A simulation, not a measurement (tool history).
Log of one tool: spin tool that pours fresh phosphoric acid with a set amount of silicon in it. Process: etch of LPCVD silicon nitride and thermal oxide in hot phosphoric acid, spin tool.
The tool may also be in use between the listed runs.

| run | hour | temperature setpoint of the liquid (C) | silicon dissolved in the acid as it is poured (mg a litre) | time under the liquid (s) | thickness taken off the LPCVD silicon nitride on a monitor wafer (nm) | thickness taken off the thermal oxide on a monitor wafer (nm) |
|---|---|---|---|---|---|---|
| 1 | 0.0 | 163.0 | 10.5 | 90 | 9.4989 | 0.26330 |
| 2 | 8.2 | 162.0 | 8.0 | 80 | 8.1398 | 0.19365 |
| 3 | 12.9 | 162.0 | 8.0 | 95 | 9.7576 | 0.24969 |
| 4 | 21.5 | 163.5 | 8.0 | 95 | 10.2560 | 0.27540 |
| 5 | 23.0 | 162.5 | 10.5 | 85 | 8.8171 | 0.18769 |
| 6 | 28.0 | 162.5 | 4.5 | 85 | 8.8464 | 0.30187 |
| 7 | 29.0 | 161.5 | 3.5 | 75 | 7.5564 | 0.17265 |
| 8 | 33.3 | 161.5 | 3.5 | 75 | 7.5590 | 0.15908 |

Run 9 comes next. What will it give?
| 9 | 35.6 | 161.5 | 2.5 | 65 | ? | ? |

Run 9 gave thickness taken off the LPCVD silicon nitride on a monitor wafer (nm) 6.5400, thickness taken off the thermal oxide on a monitor wafer (nm) 0.20478.

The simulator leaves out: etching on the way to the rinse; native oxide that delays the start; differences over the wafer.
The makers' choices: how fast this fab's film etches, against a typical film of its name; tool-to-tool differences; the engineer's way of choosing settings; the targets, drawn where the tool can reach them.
